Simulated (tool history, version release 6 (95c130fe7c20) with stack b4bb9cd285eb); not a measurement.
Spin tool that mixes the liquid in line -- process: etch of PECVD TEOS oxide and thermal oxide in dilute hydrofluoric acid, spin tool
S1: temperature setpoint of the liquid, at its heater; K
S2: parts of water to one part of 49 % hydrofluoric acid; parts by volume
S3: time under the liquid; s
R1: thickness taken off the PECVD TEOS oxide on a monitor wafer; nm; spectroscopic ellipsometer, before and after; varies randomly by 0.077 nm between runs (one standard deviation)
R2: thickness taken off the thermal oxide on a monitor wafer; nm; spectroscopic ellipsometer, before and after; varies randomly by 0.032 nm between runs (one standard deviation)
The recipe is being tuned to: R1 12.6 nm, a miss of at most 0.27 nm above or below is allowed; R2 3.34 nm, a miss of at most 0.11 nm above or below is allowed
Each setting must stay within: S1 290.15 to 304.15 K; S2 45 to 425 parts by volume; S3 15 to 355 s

{"run": 1, "hour": 0.0, "S1": 296.15, "S2": 235, "S3": 180, "R1": 11.441, "R2": 2.998}
{"run": 2, "hour": 0.7, "S1": 294.65, "S2": 235, "S3": 180, "R1": 10.643, "R2": 2.8358}
{"run": 3, "hour": 3.4, "S1": 294.65, "S2": 295, "S3": 180, "R1": 8.07, "R2": 2.141}
{"run": 4, "hour": 10.5, "S1": 297.65, "S2": 285, "S3": 180, "R1": 9.3733, "R2": 2.4604}
{"run": 5, "hour": 16.7, "S1": 299.65, "S2": 280, "S3": 180, "R1": 10.25, "R2": 2.6889}
{"run": 6, "hour": 21.9, "S1": 296.65, "S2": 280, "S3": 180, "R1": 9.2149, "R2": 2.4355}
{"run": 7, "hour": 30.1, "S1": 299.15, "S2": 275, "S3": 180, "R1": 10.387, "R2": 2.7012}
{"run": 8, "hour": 37.4, "S1": 300.15, "S2": 270, "S3": 180, "R1": 10.972, "R2": 2.9149}
{"run": 9, "hour": 38.3, "S1": 301.15, "S2": 270, "S3": 180, "R1": 11.26, "R2": 3.0304}

Which of these 4 next moves meets every target?
{"run": "A", "hour": 39.2, "S1": 303.15, "S2": 220, "S3": 145, "R1": "?", "R2": "?"}
{"run": "B", "hour": 39.2, "S1": 302.65, "S2": 280, "S3": 190, "R1": "?", "R2": "?"}
{"run": "C", "hour": 39.2, "S1": 300.65, "S2": 275, "S3": 195, "R1": "?", "R2": "?"}
{"run": "D", "hour": 39.2, "S1": 304.15, "S2": 310, "S3": 205, "R1": "?", "R2": "?"}

move=A R1=12.697 R2=3.385
move=B R1=11.997 R2=3.1982
move=C R1=11.793 R2=3.1438
move=D R1=11.868 R2=3.1639
A: hits every target within its allowed miss
B: better than the last run, though not everything is in spec
C: better than the last run, though not everything is in spec
D: better than the last run, though not everything is in spec
The right move is A.

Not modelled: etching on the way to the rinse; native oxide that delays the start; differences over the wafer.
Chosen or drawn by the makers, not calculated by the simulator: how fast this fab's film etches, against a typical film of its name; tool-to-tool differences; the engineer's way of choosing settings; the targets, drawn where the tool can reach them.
